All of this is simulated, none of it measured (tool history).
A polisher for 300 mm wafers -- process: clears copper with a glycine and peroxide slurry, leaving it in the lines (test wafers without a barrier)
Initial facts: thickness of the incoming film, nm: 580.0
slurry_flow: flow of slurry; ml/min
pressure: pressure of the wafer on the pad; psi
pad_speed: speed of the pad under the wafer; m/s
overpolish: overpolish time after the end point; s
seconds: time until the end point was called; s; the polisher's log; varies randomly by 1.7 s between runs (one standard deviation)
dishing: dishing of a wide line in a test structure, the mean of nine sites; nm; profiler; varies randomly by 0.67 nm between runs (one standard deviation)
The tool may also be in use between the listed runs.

{"run": 1, "hour": 0.0, "slurry_flow": 205, "pressure": 3.1, "pad_speed": 1.06, "overpolish": 11, "seconds": 91.866, "dishing": 44.406}
{"run": 2, "hour": 6.3, "slurry_flow": 205, "pressure": 2.6, "pad_speed": 1.06, "overpolish": 11, "seconds": 106.98, "dishing": 43.41}
{"run": 3, "hour": 11.4, "slurry_flow": 205, "pressure": 2.7, "pad_speed": 1.04, "overpolish": 10, "seconds": 107.12, "dishing": 37.207}
{"run": 4, "hour": 14.8, "slurry_flow": 205, "pressure": 2.7, "pad_speed": 1.3, "overpolish": 10, "seconds": 88.388, "dishing": 45.914}
{"run": 5, "hour": 16.3, "slurry_flow": 205, "pressure": 2.7, "pad_speed": 1.44, "overpolish": 10, "seconds": 81.314, "dishing": 48.758}
{"run": 6, "hour": 19.5, "slurry_flow": 205, "pressure": 2.7, "pad_speed": 1.42, "overpolish": 9, "seconds": 79.273, "dishing": 43.711}
{"run": 7, "hour": 25.4, "slurry_flow": 205, "pressure": 2.6, "pad_speed": 1.42, "overpolish": 9, "seconds": 83.246, "dishing": 41.927}

What will run 8 give?
{"run": 8, "hour": 32.5, "slurry_flow": 205, "pressure": 2.4, "pad_speed": 1.4, "overpolish": 8, "seconds": "?", "dishing": "?"}

{"run 8": {"seconds": 87.831, "dishing": 37.297}}

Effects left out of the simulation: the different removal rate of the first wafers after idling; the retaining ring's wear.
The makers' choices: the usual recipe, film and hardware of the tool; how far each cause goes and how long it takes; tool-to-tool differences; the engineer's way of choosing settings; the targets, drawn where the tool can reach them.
